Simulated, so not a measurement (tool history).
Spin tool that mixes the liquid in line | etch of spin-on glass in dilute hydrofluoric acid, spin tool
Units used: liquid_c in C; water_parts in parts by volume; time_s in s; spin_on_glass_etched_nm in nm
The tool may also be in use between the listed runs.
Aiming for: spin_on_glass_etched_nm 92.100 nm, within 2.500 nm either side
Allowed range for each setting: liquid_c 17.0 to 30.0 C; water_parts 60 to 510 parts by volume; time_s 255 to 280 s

| run | day | liquid_c | water_parts | time_s | spin_on_glass_etched_nm |
|---|---|---|---|---|---|
| 1 | 0.000 | 22.0 | 285 | 255 | 21.302 |
| 2 | 0.233 | 24.0 | 285 | 255 | 22.979 |
| 3 | 0.517 | 24.0 | 285 | 255 | 23.257 |
| 4 | 0.600 | 24.0 | 285 | 280 | 25.170 |
| 5 | 0.775 | 24.0 | 375 | 280 | 17.594 |
| 6 | 1.042 | 24.0 | 450 | 280 | 13.797 |
| 7 | 1.092 | 25.0 | 400 | 280 | 16.596 |
| 8 | 1.121 | 29.0 | 290 | 280 | 29.223 |
| 9 | 1.246 | 29.0 | 290 | 280 | 29.240 |
| 10 | 1.504 | 30.0 | 180 | 280 | 55.768 |
|  | 1.562 | hydrofluoric acid flow meter replaced |
| 11 | 1.562 | 30.0 | 70 | 280 | 177.000 |
| 12 | 1.750 | 30.0 | 70 | 280 | 179.940 |
| 13 | 1.933 | 30.0 | 80 | 280 | 155.740 |
| 14 | 2.100 | 26.0 | 105 | 280 | 97.613 |
| 15 | 2.412 | 25.5 | 105 | 280 | 94.044 |
| 16 | 2.538 | 25.5 | 105 | 280 | 95.489 |

Below are 4 possible settings for the next run. Only one of them brings all results inside the allowed miss of their targets. Which is it?
| A | 2.662 | 26.0 | 100 | 270 | ? |
| B | 2.662 | 25.5 | 95 | 255 | ? |
| C | 2.662 | 24.5 | 100 | 265 | ? |
| D | 2.662 | 28.5 | 110 | 280 | ? |

| move | spin_on_glass_etched_nm |
|---|---|
| A | 99.532 |
| B | 97.662 |
| C | 92.115 |
| D | 101.920 |
A: further off than the last run
B: further off than the last run
C: in spec on every target
D: further off than the last run
Move C is the one to make.
